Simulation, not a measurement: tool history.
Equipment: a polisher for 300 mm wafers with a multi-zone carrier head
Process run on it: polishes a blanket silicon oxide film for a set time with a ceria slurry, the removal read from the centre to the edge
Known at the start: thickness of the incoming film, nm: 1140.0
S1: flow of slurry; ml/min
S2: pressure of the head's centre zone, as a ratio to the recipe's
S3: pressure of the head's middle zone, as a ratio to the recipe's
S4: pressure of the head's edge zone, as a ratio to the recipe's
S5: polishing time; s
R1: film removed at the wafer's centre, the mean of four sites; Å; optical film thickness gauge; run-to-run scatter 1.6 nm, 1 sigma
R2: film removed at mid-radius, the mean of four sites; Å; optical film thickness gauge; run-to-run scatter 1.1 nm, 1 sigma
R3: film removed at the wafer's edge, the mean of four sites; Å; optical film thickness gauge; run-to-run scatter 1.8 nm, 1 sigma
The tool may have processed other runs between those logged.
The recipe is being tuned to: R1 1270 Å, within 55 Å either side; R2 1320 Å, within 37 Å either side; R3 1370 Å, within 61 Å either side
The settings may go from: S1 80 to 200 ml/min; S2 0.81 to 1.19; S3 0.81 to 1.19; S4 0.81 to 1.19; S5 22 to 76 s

run,hour,S1,S2,S3,S4,S5,R1,R2,R3
1,0,130,1,1,1,49,1761.3,1796.3,1748.4
2,3,125,0.98,0.98,0.98,48,1740.8,1701.9,1732.7
3,5.6,125,0.98,0.98,1.05,48,1692.2,1736.2,1744.1
4,6.2,95,0.98,0.98,1.05,48,1611,1629,1700.5
5,12.1,95,0.97,0.98,1.04,46,1537.2,1569.4,1642.8
6,20.9,95,0.97,0.98,1.04,57,1934.2,1921.9,1995.2
7,28.6,95,0.97,0.98,1.03,53,1773.3,1789.8,1873
8,30.1,100,0.97,0.98,1.03,50,1691.3,1711.6,1781.6
9,36.2,90,0.87,0.89,0.93,39,1154.2,1233.9,1337.3

Which one of the following 4 next-run settings gets every result inside its allowed miss? There is exactly one.
A,42.3,90,0.9,0.93,0.86,41,?,?,?
B,42.3,95,1.02,0.86,0.89,39,?,?,?
C,42.3,80,0.91,0.82,1.09,40,?,?,?
D,42.3,90,0.81,0.87,0.98,39,?,?,?

move,R1,R2,R3
A,1238.9,1324.7,1357.8
B,1328.5,1196.1,1312.2
C,1187.9,1144.7,1388.5
D,1076.5,1195.9,1334.9
A: every result lands within tolerance
B: further off than the last run
C: further off than the last run
D: further off than the last run
A meets every target.
